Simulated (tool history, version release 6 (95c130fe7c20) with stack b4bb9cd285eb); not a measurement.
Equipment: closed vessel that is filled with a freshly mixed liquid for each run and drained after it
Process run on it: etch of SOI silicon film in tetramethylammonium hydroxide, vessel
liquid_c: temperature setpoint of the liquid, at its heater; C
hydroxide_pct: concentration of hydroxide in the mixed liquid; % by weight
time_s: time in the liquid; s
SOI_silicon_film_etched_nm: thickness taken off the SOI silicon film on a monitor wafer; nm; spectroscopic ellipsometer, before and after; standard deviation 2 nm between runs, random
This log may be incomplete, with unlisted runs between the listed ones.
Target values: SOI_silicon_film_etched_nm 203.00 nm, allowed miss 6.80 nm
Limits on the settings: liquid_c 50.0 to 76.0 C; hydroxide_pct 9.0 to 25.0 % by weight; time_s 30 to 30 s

| run | hour | liquid_c | hydroxide_pct | time_s | SOI_silicon_film_etched_nm |
|---|---|---|---|---|---|
| 1 | 0.0 | 63.0 | 17.0 | 30 | 115.11 |
| 2 | 2.4 | 63.0 | 13.5 | 30 | 128.86 |
| 3 | 10.8 | 63.0 | 13.5 | 30 | 128.40 |
| 4 | 17.1 | 63.0 | 13.5 | 30 | 128.89 |
| 5 | 17.9 | 65.5 | 13.5 | 30 | 150.28 |
| 6 | 21.0 | 61.0 | 13.5 | 30 | 114.17 |
| 7 | 27.4 | 64.0 | 13.5 | 30 | 135.30 |
| 8 | 34.6 | 66.5 | 13.5 | 30 | 160.61 |
| 9 | 36.0 | 67.5 | 13.5 | 30 | 168.58 |

Of the 5 settings listed for the next run, only one would bring every result within its allowed miss of target. Which one?
| A | 37.4 | 62.5 | 13.5 | 30 | ? |
| B | 37.4 | 65.5 | 13.0 | 30 | ? |
| C | 37.4 | 65.0 | 14.0 | 30 | ? |
| D | 37.4 | 63.0 | 10.0 | 30 | ? |
| E | 37.4 | 68.5 | 10.0 | 30 | ? |

| move | SOI_silicon_film_etched_nm |
|---|---|
| A | 122.12 |
| B | 149.18 |
| C | 139.67 |
| D | 141.64 |
| E | 197.22 |
A: further off than the last run
B: further off than the last run
C: further off than the last run
D: further off than the last run
E: hits every target within its allowed miss
Move E is the one to make.
